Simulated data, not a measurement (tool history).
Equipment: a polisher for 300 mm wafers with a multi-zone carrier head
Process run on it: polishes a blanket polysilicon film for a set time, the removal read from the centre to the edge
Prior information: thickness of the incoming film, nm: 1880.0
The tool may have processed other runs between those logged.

| run | day | flow of slurry (ml/min) | pressure of the head's centre zone | pressure of the head's middle zone | pressure of the head's edge zone | polishing time (s) | film removed at the wafer's centre (nm) | film removed at mid-radius (nm) | film removed at the wafer's edge (nm) |
|---|---|---|---|---|---|---|---|---|---|
| 1 | 0 | 240 | 1 | 1 | 1 | 56 | 741.67 | 737.26 | 742.37 |
| 2 | 0.117 | 250 | 1.01 | 1.01 | 1.01 | 56 | 749 | 736.69 | 750.55 |
| 3 | 0.308 | 255 | 1.03 | 1.03 | 1.01 | 56 | 759.19 | 735.54 | 748.31 |
| 4 | 0.633 | 255 | 1.03 | 1.03 | 0.96 | 56 | 769.3 | 741.59 | 734.13 |
| 5 | 0.812 | 280 | 1.03 | 1.03 | 0.96 | 56 | 778 | 743.98 | 728.3 |
| 6 | 0.946 | 280 | 1.04 | 1.05 | 0.96 | 57 | 792.46 | 771.08 | 753.15 |

For run 7, what comes out?
| 7 | 1.212 | 285 | 1.05 | 1.06 | 0.96 | 57 | ? | ? | ? |

film removed at the wafer's centre (nm): 808.06
film removed at mid-radius (nm): 789.53
film removed at the wafer's edge (nm): 751.62
